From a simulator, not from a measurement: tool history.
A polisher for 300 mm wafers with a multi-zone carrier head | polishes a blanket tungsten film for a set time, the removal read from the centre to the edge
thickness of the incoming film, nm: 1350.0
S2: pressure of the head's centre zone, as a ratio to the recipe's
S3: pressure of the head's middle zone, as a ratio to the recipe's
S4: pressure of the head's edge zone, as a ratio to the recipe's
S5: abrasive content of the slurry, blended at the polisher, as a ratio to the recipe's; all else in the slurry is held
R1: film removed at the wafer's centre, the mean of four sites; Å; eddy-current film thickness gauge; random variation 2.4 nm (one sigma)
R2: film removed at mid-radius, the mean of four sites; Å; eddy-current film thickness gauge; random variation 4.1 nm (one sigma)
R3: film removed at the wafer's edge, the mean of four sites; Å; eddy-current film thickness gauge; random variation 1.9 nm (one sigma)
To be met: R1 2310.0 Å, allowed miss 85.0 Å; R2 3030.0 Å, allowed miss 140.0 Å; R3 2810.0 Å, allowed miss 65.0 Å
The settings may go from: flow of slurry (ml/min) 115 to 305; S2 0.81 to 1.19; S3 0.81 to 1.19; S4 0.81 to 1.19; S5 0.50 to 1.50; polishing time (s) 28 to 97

run 1 hour=0.0 | flow_of_slurry_(ml/min)=195 S2=1.00 S3=1.00 S4=1.00 S5=1.00 polishing_time_(s)=62 | R1=2163.5 R2=2170.8 R3=2184.0
run 2 hour=7.4 | flow_of_slurry_(ml/min)=195 S2=1.00 S3=1.00 S4=1.00 S5=1.00 polishing_time_(s)=56 | R1=1924.1 R2=1940.6 R3=1949.4
run 3 hour=8.4 | flow_of_slurry_(ml/min)=160 S2=1.00 S3=1.00 S4=1.00 S5=1.00 polishing_time_(s)=56 | R1=1871.3 R2=1865.9 R3=1925.9
run 4 hour=11.2 | flow_of_slurry_(ml/min)=160 S2=1.00 S3=1.00 S4=1.00 S5=1.10 polishing_time_(s)=56 | R1=1905.9 R2=1934.8 R3=1977.8
run 5 hour=16.3 | flow_of_slurry_(ml/min)=160 S2=1.00 S3=1.04 S4=1.00 S5=1.10 polishing_time_(s)=56 | R1=1921.0 R2=1969.1 R3=1967.6
run 6 hour=23.2 | flow_of_slurry_(ml/min)=160 S2=1.00 S3=1.04 S4=1.00 S5=0.95 polishing_time_(s)=56 | R1=1838.5 R2=1919.8 R3=1874.1
run 7 hour=29.3 | flow_of_slurry_(ml/min)=180 S2=0.97 S3=1.08 S4=1.04 S5=1.10 polishing_time_(s)=58 | R1=1974.1 R2=2169.7 R3=2105.3
run 8 hour=36.2 | flow_of_slurry_(ml/min)=200 S2=0.95 S3=1.11 S4=1.07 S5=1.20 polishing_time_(s)=59 | R1=2061.1 R2=2434.5 R3=2267.4
run 9 hour=44.2 | flow_of_slurry_(ml/min)=255 S2=0.89 S3=1.12 S4=1.17 S5=1.45 polishing_time_(s)=62 | R1=2192.5 R2=2722.3 R3=2707.3
run 10 hour=47.4 | flow_of_slurry_(ml/min)=260 S2=0.89 S3=1.14 S4=1.17 S5=1.45 polishing_time_(s)=62 | R1=2227.0 R2=2836.9 R3=2673.5
run 11 hour=52.3 | flow_of_slurry_(ml/min)=265 S2=0.89 S3=1.14 S4=1.18 S5=1.45 polishing_time_(s)=62 | R1=2212.0 R2=2793.1 R3=2689.6
run 12 hour=56.3 | flow_of_slurry_(ml/min)=265 S2=0.89 S3=1.15 S4=1.18 S5=1.45 polishing_time_(s)=63 | R1=2219.0 R2=2922.1 R3=2761.7

5 next moves are on the table. One of them brings every result within its allowed miss. Which?
run A hour=60.3 | flow_of_slurry_(ml/min)=235 S2=0.89 S3=1.18 S4=1.16 S5=1.40 polishing_time_(s)=66 | R1=? R2=? R3=?
run B hour=60.3 | flow_of_slurry_(ml/min)=265 S2=0.93 S3=1.04 S4=1.19 S5=1.50 polishing_time_(s)=66 | R1=? R2=? R3=?
run C hour=60.3 | flow_of_slurry_(ml/min)=275 S2=0.86 S3=1.12 S4=1.19 S5=1.40 polishing_time_(s)=68 | R1=? R2=? R3=?
run D hour=60.3 | flow_of_slurry_(ml/min)=250 S2=0.86 S3=1.00 S4=1.19 S5=1.45 polishing_time_(s)=67 | R1=? R2=? R3=?
run E hour=60.3 | flow_of_slurry_(ml/min)=285 S2=0.96 S3=1.14 S4=1.12 S5=1.45 polishing_time_(s)=66 | R1=? R2=? R3=?

move=A R1=2283.1 R2=2962.6 R3=2818.7
move=B R1=2471.3 R2=2750.8 R3=2951.2
move=C R1=2319.8 R2=2974.9 R3=2988.6
move=D R1=2278.1 R2=2658.0 R3=2953.3
move=E R1=2552.0 R2=2971.1 R3=2846.7
A: meets every target
B: takes the result that was furthest off past its target
C: brings the result that was furthest off to its target, and leaves another outside
D: brings the result that was furthest off to its target, and leaves another outside
E: takes the result that was furthest off past its target
The right move is A.
